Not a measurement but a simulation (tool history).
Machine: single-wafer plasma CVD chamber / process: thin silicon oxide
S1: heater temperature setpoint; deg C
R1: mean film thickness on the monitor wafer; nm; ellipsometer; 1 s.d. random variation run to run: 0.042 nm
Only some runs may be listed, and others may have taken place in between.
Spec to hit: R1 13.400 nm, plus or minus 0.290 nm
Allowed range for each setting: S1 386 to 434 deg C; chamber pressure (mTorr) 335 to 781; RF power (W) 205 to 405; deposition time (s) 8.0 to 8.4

run 1 hour=0.0 | S1=410 chamber_pressure_(mTorr)=558 RF_power_(W)=305 deposition_time_(s)=8.4 | R1=10.493
run 2 hour=1.7 | S1=410 chamber_pressure_(mTorr)=558 RF_power_(W)=305 deposition_time_(s)=8.0 | R1=10.031
run 3 hour=8.3 | S1=410 chamber_pressure_(mTorr)=599 RF_power_(W)=305 deposition_time_(s)=8.0 | R1=10.785
run 4 hour=15.6 | S1=410 chamber_pressure_(mTorr)=633 RF_power_(W)=305 deposition_time_(s)=8.0 | R1=11.317
run 5 hour=22.1 | S1=419 chamber_pressure_(mTorr)=633 RF_power_(W)=305 deposition_time_(s)=8.0 | R1=11.225
run 6 hour=23.2 | S1=419 chamber_pressure_(mTorr)=662 RF_power_(W)=305 deposition_time_(s)=8.0 | R1=11.750
run 7 hour=30.4 | S1=419 chamber_pressure_(mTorr)=684 RF_power_(W)=305 deposition_time_(s)=8.0 | R1=12.145
-- hour=34.2 thermocouple changed; heater temperature recalibrated
run 8 hour=34.2 | S1=419 chamber_pressure_(mTorr)=701 RF_power_(W)=305 deposition_time_(s)=8.0 | R1=12.441
run 9 hour=35.1 | S1=419 chamber_pressure_(mTorr)=714 RF_power_(W)=305 deposition_time_(s)=8.0 | R1=12.726
run 10 hour=42.6 | S1=419 chamber_pressure_(mTorr)=723 RF_power_(W)=305 deposition_time_(s)=8.0 | R1=12.780
run 11 hour=48.8 | S1=419 chamber_pressure_(mTorr)=732 RF_power_(W)=305 deposition_time_(s)=8.0 | R1=12.948
run 12 hour=51.9 | S1=419 chamber_pressure_(mTorr)=739 RF_power_(W)=305 deposition_time_(s)=8.0 | R1=13.052

Which one of the following 5 next-run settings gets every result inside its allowed miss? There is exactly one.
run A hour=55.0 | S1=421 chamber_pressure_(mTorr)=731 RF_power_(W)=295 deposition_time_(s)=8.0 | R1=?
run B hour=55.0 | S1=427 chamber_pressure_(mTorr)=727 RF_power_(W)=280 deposition_time_(s)=8.1 | R1=?
run C hour=55.0 | S1=427 chamber_pressure_(mTorr)=770 RF_power_(W)=300 deposition_time_(s)=8.4 | R1=?
run D hour=55.0 | S1=420 chamber_pressure_(mTorr)=759 RF_power_(W)=265 deposition_time_(s)=8.4 | R1=?
run E hour=55.0 | S1=418 chamber_pressure_(mTorr)=682 RF_power_(W)=345 deposition_time_(s)=8.0 | R1=?

move=A R1=12.694
move=B R1=12.472
move=C R1=14.017
move=D R1=13.231
move=E R1=12.646
A: lands further from the targets than the last run did
B: lands further from the targets than the last run did
C: takes the result that was furthest off past its target
D: all results land within tolerance of their targets
E: lands further from the targets than the last run did
Go with D: it meets all targets.

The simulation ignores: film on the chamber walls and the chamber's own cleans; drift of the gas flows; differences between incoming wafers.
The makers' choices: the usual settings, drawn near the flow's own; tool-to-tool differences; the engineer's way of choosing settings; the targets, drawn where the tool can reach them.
